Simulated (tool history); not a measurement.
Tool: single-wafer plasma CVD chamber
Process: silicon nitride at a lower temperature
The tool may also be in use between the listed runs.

| run | hour | heater temperature setpoint (deg C) | chamber pressure (Pa) | RF power (W) | deposition time (s) | mean film thickness on the monitor wafer (angstrom) |
|---|---|---|---|---|---|---|
| 1 | 0.0 | 340 | 167 | 275 | 14.3 | 147.44 |
| 2 | 1.8 | 340 | 173 | 280 | 14.3 | 152.26 |
| 3 | 8.6 | 340 | 201 | 280 | 14.3 | 156.15 |
| 4 | 9.2 | 340 | 204 | 285 | 14.3 | 161.18 |
| 5 | 12.8 | 340 | 204 | 285 | 13.7 | 153.29 |
| 6 | 15.4 | 334 | 204 | 285 | 13.7 | 154.77 |
| 7 | 20.5 | 334 | 207 | 290 | 13.7 | 156.45 |
| 8 | 25.7 | 334 | 208 | 295 | 13.7 | 158.98 |
| 9 | 27.1 | 334 | 208 | 295 | 13.7 | 159.75 |
| 10 | 28.4 | 334 | 211 | 300 | 13.7 | 161.41 |
| 11 | 36.3 | 334 | 212 | 305 | 13.7 | 163.75 |
| 12 | 44.8 | 334 | 213 | 310 | 13.7 | 165.90 |
| 13 | 51.7 | 334 | 215 | 315 | 13.7 | 167.19 |

Run 14 comes next. What will it give?
| 14 | 56.2 | 334 | 216 | 320 | 13.7 | ? |

{"run 14": {"mean film thickness on the monitor wafer (angstrom)": 171.0}}
